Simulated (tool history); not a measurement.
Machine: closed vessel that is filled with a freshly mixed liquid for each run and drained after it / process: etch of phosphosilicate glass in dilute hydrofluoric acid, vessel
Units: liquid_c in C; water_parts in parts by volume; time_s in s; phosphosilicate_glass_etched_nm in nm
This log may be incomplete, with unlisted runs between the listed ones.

run,hour,liquid_c,water_parts,time_s,phosphosilicate_glass_etched_nm
1,0,25,60,85,152.79
2,4.4,27.5,60,85,169.79
3,7.1,27.5,40,85,261.89
4,15.2,27.5,40,90,277.19
5,22.6,27.5,50,90,217.97
6,29.6,29,45,90,259.2

Run 7 is up next; what results do you expect?
7,38.8,33,30,90,?

{"run 7": {"phosphosilicate_glass_etched_nm": 467.69}}
